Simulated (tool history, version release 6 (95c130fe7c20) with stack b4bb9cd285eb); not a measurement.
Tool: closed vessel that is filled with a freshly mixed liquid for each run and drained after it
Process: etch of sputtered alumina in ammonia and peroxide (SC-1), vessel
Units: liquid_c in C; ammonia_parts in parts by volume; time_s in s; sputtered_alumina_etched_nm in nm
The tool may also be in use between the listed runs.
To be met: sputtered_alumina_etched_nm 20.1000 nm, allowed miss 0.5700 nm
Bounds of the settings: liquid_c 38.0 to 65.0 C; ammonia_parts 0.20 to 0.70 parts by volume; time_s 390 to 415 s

| run | day | liquid_c | ammonia_parts | time_s | sputtered_alumina_etched_nm |
|---|---|---|---|---|---|
| 1 | 0.000 | 49.0 | 0.40 | 390 | 16.1160 |
| 2 | 0.142 | 42.5 | 0.40 | 390 | 11.1790 |
| 3 | 0.300 | 45.0 | 0.40 | 390 | 12.7830 |
| 4 | 0.621 | 45.0 | 0.40 | 415 | 13.8700 |
| 5 | 0.758 | 39.0 | 0.40 | 415 | 9.6163 |
| 6 | 0.888 | 42.0 | 0.40 | 415 | 11.5310 |
| 7 | 1.146 | 50.0 | 0.40 | 415 | 18.2600 |
| 8 | 1.262 | 50.5 | 0.40 | 415 | 18.9620 |
| 9 | 1.454 | 51.0 | 0.40 | 415 | 19.2410 |

5 next moves are on the table. One of them brings every result within its allowed miss. Which?
| A | 1.646 | 52.0 | 0.30 | 390 | ? |
| B | 1.646 | 53.0 | 0.40 | 390 | ? |
| C | 1.646 | 50.5 | 0.25 | 415 | ? |
| D | 1.646 | 50.5 | 0.45 | 415 | ? |
| E | 1.646 | 52.0 | 0.40 | 390 | ? |

| move | sputtered_alumina_etched_nm |
|---|---|
| A | 18.3130 |
| B | 19.8650 |
| C | 17.6470 |
| D | 18.6610 |
| E | 18.8200 |
A: further off than the last run
B: meets every target
C: further off than the last run
D: further off than the last run
E: further off than the last run
Answer: B
